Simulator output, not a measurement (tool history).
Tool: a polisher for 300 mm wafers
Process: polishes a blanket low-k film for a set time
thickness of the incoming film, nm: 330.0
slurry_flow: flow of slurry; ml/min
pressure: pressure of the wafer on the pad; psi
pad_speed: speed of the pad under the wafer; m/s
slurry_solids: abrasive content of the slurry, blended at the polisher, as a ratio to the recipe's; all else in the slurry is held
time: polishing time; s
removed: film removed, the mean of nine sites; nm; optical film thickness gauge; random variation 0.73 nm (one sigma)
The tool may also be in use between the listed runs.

Run 1, hour 0: slurry_flow 290 ml/min, pressure 2.2 psi, pad_speed 0.94 m/s, slurry_solids 1, time 110 s. Result: removed 49.321 nm.
Run 2, hour 2.3: slurry_flow 245 ml/min, pressure 2.2 psi, pad_speed 0.94 m/s, slurry_solids 1, time 110 s. Result: removed 48.409 nm.
Run 3, hour 5.1: slurry_flow 250 ml/min, pressure 2.4 psi, pad_speed 0.96 m/s, slurry_solids 1, time 110 s. Result: removed 54.118 nm.
Run 4, hour 13.9: slurry_flow 250 ml/min, pressure 2.4 psi, pad_speed 0.96 m/s, slurry_solids 1, time 116 s. Result: removed 56.494 nm.
Run 5, hour 21.6: slurry_flow 255 ml/min, pressure 2.5 psi, pad_speed 0.96 m/s, slurry_solids 1, time 116 s. Result: removed 58.999 nm.
Run 6, hour 27.9: slurry_flow 255 ml/min, pressure 2.5 psi, pad_speed 0.96 m/s, slurry_solids 1, time 116 s. Result: removed 58.866 nm.
Run 7, hour 31.9: slurry_flow 265 ml/min, pressure 3.1 psi, pad_speed 0.98 m/s, slurry_solids 1, time 116 s. Result: removed 74.501 nm.
Run 8, hour 34.7: slurry_flow 265 ml/min, pressure 3.1 psi, pad_speed 1 m/s, slurry_solids 1, time 116 s. Result: removed 75.339 nm.

The next listed run, before its measurement:
Run 9, hour 43: slurry_flow 265 ml/min, pressure 3.1 psi, pad_speed 1.02 m/s, slurry_solids 1, time 116 s. Result: removed ?.

Run 9 gave removed 74.895 nm.
